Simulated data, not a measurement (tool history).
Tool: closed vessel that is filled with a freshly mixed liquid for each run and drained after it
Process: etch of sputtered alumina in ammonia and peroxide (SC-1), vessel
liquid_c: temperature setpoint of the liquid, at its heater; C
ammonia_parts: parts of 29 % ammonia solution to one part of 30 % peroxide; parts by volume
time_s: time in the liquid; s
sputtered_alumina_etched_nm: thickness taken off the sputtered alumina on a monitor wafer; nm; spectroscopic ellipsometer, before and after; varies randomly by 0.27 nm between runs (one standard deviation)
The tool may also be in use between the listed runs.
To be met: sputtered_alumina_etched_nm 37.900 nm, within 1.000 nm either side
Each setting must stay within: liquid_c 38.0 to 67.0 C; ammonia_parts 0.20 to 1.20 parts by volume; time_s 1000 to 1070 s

run 1 hour=0.0 | liquid_c=51.0 ammonia_parts=0.75 time_s=1000 | sputtered_alumina_etched_nm=53.265
run 2 hour=8.9 | liquid_c=51.0 ammonia_parts=0.75 time_s=1070 | sputtered_alumina_etched_nm=57.250
run 3 hour=17.0 | liquid_c=45.0 ammonia_parts=0.75 time_s=1070 | sputtered_alumina_etched_nm=40.746
run 4 hour=20.0 | liquid_c=44.5 ammonia_parts=0.75 time_s=1070 | sputtered_alumina_etched_nm=39.427
run 5 hour=28.8 | liquid_c=44.5 ammonia_parts=0.75 time_s=1070 | sputtered_alumina_etched_nm=39.803
run 6 hour=30.8 | liquid_c=49.5 ammonia_parts=0.75 time_s=1070 | sputtered_alumina_etched_nm=53.415
run 7 hour=39.7 | liquid_c=42.5 ammonia_parts=0.75 time_s=1070 | sputtered_alumina_etched_nm=35.453
run 8 hour=43.8 | liquid_c=42.5 ammonia_parts=0.75 time_s=1070 | sputtered_alumina_etched_nm=35.486
run 9 hour=52.1 | liquid_c=43.0 ammonia_parts=0.75 time_s=1070 | sputtered_alumina_etched_nm=36.895

Exactly one of the 4 candidate moves below puts every result within its allowed miss. Which one?
run A hour=60.4 | liquid_c=44.5 ammonia_parts=0.75 time_s=1070 | sputtered_alumina_etched_nm=?
run B hour=60.4 | liquid_c=44.5 ammonia_parts=0.70 time_s=1070 | sputtered_alumina_etched_nm=?
run C hour=60.4 | liquid_c=46.0 ammonia_parts=0.90 time_s=1000 | sputtered_alumina_etched_nm=?
run D hour=60.4 | liquid_c=45.5 ammonia_parts=0.50 time_s=1005 | sputtered_alumina_etched_nm=?

move=A sputtered_alumina_etched_nm=39.619
move=B sputtered_alumina_etched_nm=39.359
move=C sputtered_alumina_etched_nm=41.030
move=D sputtered_alumina_etched_nm=37.900
A: pushes the last run's worst result past its target
B: pushes the last run's worst result past its target
C: pushes the last run's worst result past its target
D: hits every target within its allowed miss
The move that meets every target is D.
